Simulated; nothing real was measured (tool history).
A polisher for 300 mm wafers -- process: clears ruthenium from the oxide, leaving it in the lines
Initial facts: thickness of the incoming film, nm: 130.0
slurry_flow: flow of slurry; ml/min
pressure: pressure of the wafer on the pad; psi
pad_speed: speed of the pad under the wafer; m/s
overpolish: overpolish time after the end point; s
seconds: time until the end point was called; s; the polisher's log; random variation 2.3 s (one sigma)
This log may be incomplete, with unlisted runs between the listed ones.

{"run": 1, "day": 0.0, "slurry_flow": 145, "pressure": 1.5, "pad_speed": 0.94, "overpolish": 40, "seconds": 155.34}
{"run": 2, "day": 0.2, "slurry_flow": 145, "pressure": 1.5, "pad_speed": 1.06, "overpolish": 40, "seconds": 139.87}
{"run": 3, "day": 0.462, "slurry_flow": 120, "pressure": 1.5, "pad_speed": 1.06, "overpolish": 40, "seconds": 147.28}
{"run": 4, "day": 0.721, "slurry_flow": 120, "pressure": 1.5, "pad_speed": 1.06, "overpolish": 44, "seconds": 144.81}
{"run": 5, "day": 0.971, "slurry_flow": 120, "pressure": 1.5, "pad_speed": 0.96, "overpolish": 44, "seconds": 158.12}
{"run": 6, "day": 1.208, "slurry_flow": 90, "pressure": 1.5, "pad_speed": 0.96, "overpolish": 44, "seconds": 168.6}

The next listed run, before its measurement:
{"run": 7, "day": 1.421, "slurry_flow": 90, "pressure": 1.4, "pad_speed": 0.96, "overpolish": 44, "seconds": "?"}

{"run 7": {"seconds": 177.72}}

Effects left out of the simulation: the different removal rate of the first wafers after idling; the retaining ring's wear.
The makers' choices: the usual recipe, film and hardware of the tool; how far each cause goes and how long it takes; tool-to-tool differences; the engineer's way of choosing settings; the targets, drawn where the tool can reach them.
